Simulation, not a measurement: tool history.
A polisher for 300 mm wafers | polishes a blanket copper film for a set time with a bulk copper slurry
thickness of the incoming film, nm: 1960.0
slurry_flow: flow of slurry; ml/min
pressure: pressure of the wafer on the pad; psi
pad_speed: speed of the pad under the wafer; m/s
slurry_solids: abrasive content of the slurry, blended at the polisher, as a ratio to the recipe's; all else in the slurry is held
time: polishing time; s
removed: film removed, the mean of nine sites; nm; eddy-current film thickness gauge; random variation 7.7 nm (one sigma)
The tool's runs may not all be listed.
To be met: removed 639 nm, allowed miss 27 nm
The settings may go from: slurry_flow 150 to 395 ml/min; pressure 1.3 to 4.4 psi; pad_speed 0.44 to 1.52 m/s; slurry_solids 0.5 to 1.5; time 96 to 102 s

Run 1, hour 0: slurry_flow 250 ml/min, pressure 2.8 psi, pad_speed 0.98 m/s, slurry_solids 1, time 96 s. Result: removed 980.26 nm.
Run 2, hour 4.3: slurry_flow 250 ml/min, pressure 2.8 psi, pad_speed 0.98 m/s, slurry_solids 1.1, time 96 s. Result: removed 1002.3 nm.
Run 3, hour 11.9: slurry_flow 250 ml/min, pressure 2.8 psi, pad_speed 0.88 m/s, slurry_solids 1.1, time 96 s. Result: removed 887.03 nm.
Run 4, hour 14.9: slurry_flow 250 ml/min, pressure 2.6 psi, pad_speed 0.88 m/s, slurry_solids 1.1, time 96 s. Result: removed 837.73 nm.
Run 5, hour 22.6: slurry_flow 250 ml/min, pressure 2.4 psi, pad_speed 0.88 m/s, slurry_solids 1.1, time 96 s. Result: removed 772.55 nm.
Run 6, hour 25.6: slurry_flow 250 ml/min, pressure 2.3 psi, pad_speed 0.88 m/s, slurry_solids 1.1, time 96 s. Result: removed 754.84 nm.
Run 7, hour 30.5: slurry_flow 250 ml/min, pressure 2.2 psi, pad_speed 0.88 m/s, slurry_solids 1.1, time 96 s. Result: removed 702.47 nm.
Run 8, hour 31.7: slurry_flow 250 ml/min, pressure 2.1 psi, pad_speed 0.88 m/s, slurry_solids 1.1, time 96 s. Result: removed 693.09 nm.

5 next moves are on the table. One of them brings every result within its allowed miss. Which?
Run A, hour 32.9: slurry_flow 245 ml/min, pressure 1.7 psi, pad_speed 0.94 m/s, slurry_solids 1.05, time 96 s. Result: removed ?.
Run B, hour 32.9: slurry_flow 250 ml/min, pressure 1.9 psi, pad_speed 0.84 m/s, slurry_solids 1, time 96 s. Result: removed ?.
Run C, hour 32.9: slurry_flow 295 ml/min, pressure 1.9 psi, pad_speed 0.92 m/s, slurry_solids 1, time 96 s. Result: removed ?.
Run D, hour 32.9: slurry_flow 225 ml/min, pressure 2.2 psi, pad_speed 0.78 m/s, slurry_solids 1.2, time 102 s. Result: removed ?.
Run E, hour 32.9: slurry_flow 175 ml/min, pressure 2.5 psi, pad_speed 0.8 m/s, slurry_solids 1.2, time 96 s. Result: removed ?.

move  removed
   A   572.82
   B   563.93
   C    623.7
   D   671.78
   E   716.72
A: takes the result that was furthest off past its target
B: takes the result that was furthest off past its target
C: meets every target
D: nearer than the last run, and not there yet
E: further off than the last run
Answer: C

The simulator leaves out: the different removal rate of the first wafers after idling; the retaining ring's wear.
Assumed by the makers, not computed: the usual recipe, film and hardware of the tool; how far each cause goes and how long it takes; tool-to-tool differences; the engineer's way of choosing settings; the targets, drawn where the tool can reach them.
